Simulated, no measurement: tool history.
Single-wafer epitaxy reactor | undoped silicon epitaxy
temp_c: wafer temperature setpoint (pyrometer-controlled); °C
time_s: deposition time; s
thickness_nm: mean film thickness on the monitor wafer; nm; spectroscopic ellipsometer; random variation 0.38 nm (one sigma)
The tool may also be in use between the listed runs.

Run 1, hour 0: temp_c 645 °C, time_s 420 s. Result: thickness_nm 60.948 nm.
Run 2, hour 1.5: temp_c 649 °C, time_s 421 s. Result: thickness_nm 66.742 nm.
Run 3, hour 9.2: temp_c 649 °C, time_s 448 s. Result: thickness_nm 71.362 nm.
Run 4, hour 11.3: temp_c 651 °C, time_s 448 s. Result: thickness_nm 73.856 nm.
Run 5, hour 12.9: temp_c 651 °C, time_s 400 s. Result: thickness_nm 66.415 nm.
Run 6, hour 20.5: temp_c 654 °C, time_s 401 s. Result: thickness_nm 70.491 nm.
Run 7, hour 26.1: temp_c 656 °C, time_s 402 s. Result: thickness_nm 74.178 nm.
Run 8, hour 28.2: temp_c 657 °C, time_s 402 s. Result: thickness_nm 75.614 nm.
Run 9, hour 30.9: temp_c 658 °C, time_s 402 s. Result: thickness_nm 77.715 nm.

Run 10 comes next. What will it give?
Run 10, hour 33.6: temp_c 659 °C, time_s 402 s. Result: thickness_nm ?.

Run 10 gave thickness_nm 78.457 nm.

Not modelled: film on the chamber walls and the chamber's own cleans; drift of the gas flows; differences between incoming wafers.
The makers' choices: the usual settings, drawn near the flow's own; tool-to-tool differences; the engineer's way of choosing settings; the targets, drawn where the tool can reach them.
